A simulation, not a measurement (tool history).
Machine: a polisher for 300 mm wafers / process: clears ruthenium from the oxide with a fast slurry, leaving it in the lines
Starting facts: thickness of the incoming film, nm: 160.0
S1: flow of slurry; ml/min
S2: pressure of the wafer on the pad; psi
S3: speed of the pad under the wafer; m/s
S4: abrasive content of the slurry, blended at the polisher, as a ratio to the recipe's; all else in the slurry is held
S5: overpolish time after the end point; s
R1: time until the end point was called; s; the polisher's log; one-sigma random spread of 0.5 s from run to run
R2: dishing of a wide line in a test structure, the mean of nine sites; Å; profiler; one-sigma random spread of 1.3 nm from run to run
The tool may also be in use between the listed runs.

{"run": 1, "hour": 0.0, "S1": 155, "S2": 2.7, "S3": 0.82, "S4": 1, "S5": 28, "R1": 53.548, "R2": 635.64}
{"run": 2, "hour": 3.8, "S1": 155, "S2": 2.7, "S3": 1, "S4": 1, "S5": 28, "R1": 46.714, "R2": 731.15}
{"run": 3, "hour": 5.0, "S1": 160, "S2": 3.1, "S3": 1, "S4": 1, "S5": 25, "R1": 40.939, "R2": 723.64}
{"run": 4, "hour": 13.3, "S1": 160, "S2": 3.1, "S3": 1, "S4": 0.8, "S5": 25, "R1": 45.051, "R2": 674.13}
{"run": 5, "hour": 15.6, "S1": 160, "S2": 3.1, "S3": 1, "S4": 0.6, "S5": 25, "R1": 52.598, "R2": 602.65}
{"run": 6, "hour": 16.8, "S1": 160, "S2": 3.1, "S3": 1, "S4": 0.75, "S5": 25, "R1": 45.405, "R2": 658.76}
{"run": 7, "hour": 17.4, "S1": 160, "S2": 3.1, "S3": 1, "S4": 0.75, "S5": 25, "R1": 45.957, "R2": 665.98}
{"run": 8, "hour": 18.2, "S1": 165, "S2": 3.4, "S3": 1.02, "S4": 0.75, "S5": 24, "R1": 40.788, "R2": 695.21}

The next listed run, before its measurement:
{"run": 9, "hour": 21.2, "S1": 165, "S2": 3.6, "S3": 1.04, "S4": 0.75, "S5": 23, "R1": "?", "R2": "?"}

Run 9 yielded R1 39.149 s, R2 711.94 Å.

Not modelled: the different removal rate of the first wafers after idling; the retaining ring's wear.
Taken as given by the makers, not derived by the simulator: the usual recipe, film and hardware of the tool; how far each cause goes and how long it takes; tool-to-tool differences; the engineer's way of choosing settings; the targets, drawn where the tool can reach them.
